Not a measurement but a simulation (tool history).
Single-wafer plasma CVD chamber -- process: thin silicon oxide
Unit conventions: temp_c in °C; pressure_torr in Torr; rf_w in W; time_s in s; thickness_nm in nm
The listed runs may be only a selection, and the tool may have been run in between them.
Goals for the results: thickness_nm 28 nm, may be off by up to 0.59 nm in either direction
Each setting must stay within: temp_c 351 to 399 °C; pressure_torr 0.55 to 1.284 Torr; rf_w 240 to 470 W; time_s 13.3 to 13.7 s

| run | day | temp_c | pressure_torr | rf_w | time_s | thickness_nm |
|---|---|---|---|---|---|---|
| 1 | 0 | 375 | 0.917 | 355 | 13.3 | 31.282 |
| 2 | 0.179 | 375 | 0.902 | 355 | 13.3 | 31.016 |
| 3 | 0.488 | 375 | 0.902 | 395 | 13.3 | 31.811 |
| 4 | 0.683 | 366 | 0.902 | 395 | 13.3 | 32.097 |
| 5 | 0.771 | 366 | 1.028 | 395 | 13.3 | 34.418 |
| 6 | 0.917 | 366 | 0.988 | 395 | 13.3 | 33.914 |
| 7 | 1.208 | 366 | 0.954 | 395 | 13.3 | 33.157 |
| 8 | 1.242 | 366 | 0.923 | 395 | 13.3 | 32.759 |
| 9 | 1.588 | 366 | 0.891 | 395 | 13.3 | 31.846 |
| 10 | 1.946 | 366 | 0.867 | 395 | 13.3 | 31.332 |
| 11 | 2.279 | 366 | 0.847 | 395 | 13.3 | 30.99 |
| 12 | 2.533 | 366 | 0.828 | 395 | 13.3 | 30.63 |
| 13 | 2.642 | 366 | 0.811 | 395 | 13.3 | 30.135 |
| 14 | 2.696 | 366 | 0.798 | 395 | 13.3 | 30.186 |
| 15 | 3.058 | 366 | 0.783 | 395 | 13.3 | 29.714 |
| 16 | 3.179 | 366 | 0.772 | 395 | 13.3 | 29.455 |
| 17 | 3.404 | 366 | 0.763 | 395 | 13.3 | 29.142 |
| 18 | 3.771 | 366 | 0.756 | 395 | 13.3 | 29.11 |

4 next moves are on the table. One of them brings every result within its allowed miss. Which?
| A | 4.138 | 367 | 0.734 | 415 | 13.4 | ? |
| B | 4.138 | 364 | 0.708 | 405 | 13.3 | ? |
| C | 4.138 | 363 | 0.749 | 375 | 13.6 | ? |
| D | 4.138 | 374 | 0.723 | 410 | 13.7 | ? |

| move | thickness_nm |
|---|---|
| A | 29.06 |
| B | 28.104 |
| C | 29.099 |
| D | 29.187 |
A: roughly where the last run was
B: all results in spec
C: roughly where the last run was
D: misses by more than the last run did
B meets every target.

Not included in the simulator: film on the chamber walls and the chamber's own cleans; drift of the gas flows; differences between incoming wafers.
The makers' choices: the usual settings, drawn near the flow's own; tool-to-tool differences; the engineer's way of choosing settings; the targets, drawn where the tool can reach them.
